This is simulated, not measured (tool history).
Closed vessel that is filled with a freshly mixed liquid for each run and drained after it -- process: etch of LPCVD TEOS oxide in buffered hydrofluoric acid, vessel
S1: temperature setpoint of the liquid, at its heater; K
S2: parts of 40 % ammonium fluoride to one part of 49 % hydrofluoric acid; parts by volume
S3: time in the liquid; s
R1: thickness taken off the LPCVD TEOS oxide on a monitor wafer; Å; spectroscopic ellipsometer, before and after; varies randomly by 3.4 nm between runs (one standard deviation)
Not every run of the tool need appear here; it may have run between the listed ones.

run    day      S1    S2   S3      R1
  1      0  295.15    20  100  2483.6
  2  0.246  291.65    20  100  2028.2
  3  0.358  291.65    20  105  2163.5
  4  0.583  291.65    20  105  2152.6
  5  0.658  293.65    20  105  2401.6
     0.871  -- hydrofluoric acid flow meter replaced
  6  0.871  295.65  19.5  105  2487.1
  7  1.138  299.65    13  105  4579.3

Run 8, settings as shown, results not yet in. Your forecast:
  8  1.342  299.15  13  105   ?

{"run 8": {"R1": 4436.2}}
